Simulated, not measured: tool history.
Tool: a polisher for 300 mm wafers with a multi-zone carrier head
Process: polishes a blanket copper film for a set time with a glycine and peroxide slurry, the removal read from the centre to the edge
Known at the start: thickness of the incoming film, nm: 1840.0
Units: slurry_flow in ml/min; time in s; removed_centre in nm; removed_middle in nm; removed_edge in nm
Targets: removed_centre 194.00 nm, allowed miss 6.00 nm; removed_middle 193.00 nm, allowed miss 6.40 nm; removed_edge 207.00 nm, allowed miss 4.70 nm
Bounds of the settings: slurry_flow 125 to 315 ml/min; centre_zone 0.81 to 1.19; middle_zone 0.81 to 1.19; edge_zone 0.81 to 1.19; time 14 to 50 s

| run | hour | slurry_flow | centre_zone | middle_zone | edge_zone | time | removed_centre | removed_middle | removed_edge |
|---|---|---|---|---|---|---|---|---|---|
| 1 | 0.0 | 205 | 1.00 | 1.00 | 1.00 | 32 | 151.51 | 148.29 | 144.65 |
| 2 | 6.4 | 205 | 1.00 | 0.93 | 1.00 | 32 | 147.83 | 141.86 | 145.73 |
| 3 | 12.0 | 205 | 1.00 | 0.93 | 1.00 | 39 | 183.89 | 173.45 | 178.56 |
| 4 | 13.9 | 215 | 0.99 | 0.94 | 1.03 | 39 | 183.57 | 174.68 | 177.98 |
| 5 | 21.6 | 215 | 0.99 | 0.94 | 0.96 | 39 | 180.08 | 176.96 | 177.07 |
| 6 | 25.1 | 170 | 0.99 | 0.94 | 0.96 | 39 | 178.31 | 171.08 | 170.65 |
| 7 | 27.9 | 190 | 0.98 | 0.94 | 0.99 | 39 | 178.58 | 172.42 | 176.94 |
| 8 | 34.8 | 200 | 0.97 | 0.95 | 1.02 | 39 | 176.19 | 174.53 | 179.36 |
| 9 | 41.9 | 210 | 0.97 | 0.95 | 1.05 | 39 | 178.25 | 176.38 | 180.53 |
| 10 | 46.1 | 220 | 0.97 | 0.94 | 1.07 | 40 | 182.74 | 182.45 | 186.21 |
| 11 | 55.1 | 225 | 0.97 | 0.93 | 1.08 | 41 | 189.26 | 187.50 | 192.56 |
| 12 | 61.1 | 225 | 0.97 | 0.92 | 1.09 | 41 | 186.30 | 181.62 | 194.26 |
| 13 | 63.0 | 230 | 0.97 | 0.92 | 1.10 | 41 | 187.79 | 184.08 | 193.59 |
| 14 | 66.4 | 235 | 0.97 | 0.92 | 1.11 | 41 | 191.08 | 183.71 | 194.55 |
| 15 | 75.2 | 235 | 0.96 | 0.92 | 1.12 | 41 | 188.64 | 185.51 | 199.58 |
| 16 | 82.3 | 240 | 0.96 | 0.92 | 1.13 | 41 | 189.34 | 183.62 | 196.78 |
| 17 | 88.7 | 245 | 0.96 | 0.92 | 1.14 | 41 | 188.94 | 184.87 | 198.05 |
| 18 | 92.2 | 250 | 0.96 | 0.92 | 1.15 | 41 | 186.30 | 186.27 | 199.00 |
| 19 | 95.2 | 250 | 0.96 | 0.92 | 1.16 | 41 | 188.31 | 183.14 | 200.69 |
| 20 | 99.0 | 255 | 0.96 | 0.93 | 1.17 | 41 | 189.23 | 185.33 | 199.62 |

4 next moves are on the table. One of them brings every result within its allowed miss. Which?
| A | 102.8 | 180 | 0.93 | 0.83 | 1.19 | 44 | ? | ? | ? |
| B | 102.8 | 200 | 0.96 | 0.96 | 1.15 | 41 | ? | ? | ? |
| C | 102.8 | 240 | 0.94 | 0.91 | 1.13 | 40 | ? | ? | ? |
| D | 102.8 | 255 | 0.96 | 0.94 | 1.19 | 42 | ? | ? | ? |

| move | removed_centre | removed_middle | removed_edge |
|---|---|---|---|
| A | 187.37 | 174.22 | 211.75 |
| B | 183.66 | 186.03 | 196.74 |
| C | 180.09 | 177.76 | 194.24 |
| D | 194.71 | 193.09 | 208.92 |
A: takes the result that was furthest off past its target
B: further off than the last run
C: further off than the last run
D: meets every target
Move D is the one to make.
